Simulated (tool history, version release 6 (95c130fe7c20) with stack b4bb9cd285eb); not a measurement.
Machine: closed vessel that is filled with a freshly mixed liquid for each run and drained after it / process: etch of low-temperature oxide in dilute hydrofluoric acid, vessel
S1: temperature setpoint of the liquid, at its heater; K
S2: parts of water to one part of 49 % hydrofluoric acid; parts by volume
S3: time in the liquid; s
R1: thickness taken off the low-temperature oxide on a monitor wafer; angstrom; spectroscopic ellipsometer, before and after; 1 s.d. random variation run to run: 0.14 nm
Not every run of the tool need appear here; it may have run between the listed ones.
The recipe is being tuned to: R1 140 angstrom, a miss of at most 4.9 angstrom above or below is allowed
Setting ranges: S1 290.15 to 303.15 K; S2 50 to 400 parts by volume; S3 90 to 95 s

run	hour	S1	S2	S3	R1
1	0	295.15	225	90	104.29
2	4.3	292.65	225	90	96.185
3	9.3	290.65	225	90	88.718
4	15.8	292.65	220	90	98.39
5	19.1	292.65	220	90	99.011
6	20.9	294.15	220	90	105.51
7	30.1	295.15	220	90	110.91
8	34.6	296.15	220	90	112.1
9	40	297.15	220	90	115.51

Exactly one of the 4 candidate moves below puts every result within its allowed miss. Which one?
A	45.4	295.65	240	90	?
B	45.4	298.15	205	95	?
C	45.4	298.15	205	90	?
D	45.4	297.15	210	95	?

move	R1
A	99.148
B	139.24
C	131.91
D	130.34
A: misses by more than the last run did
B: every result lands within tolerance
C: nearer the targets than the last run, but a result is still out of spec
D: nearer the targets than the last run, but a result is still out of spec
Correct choice: B, which meets every target
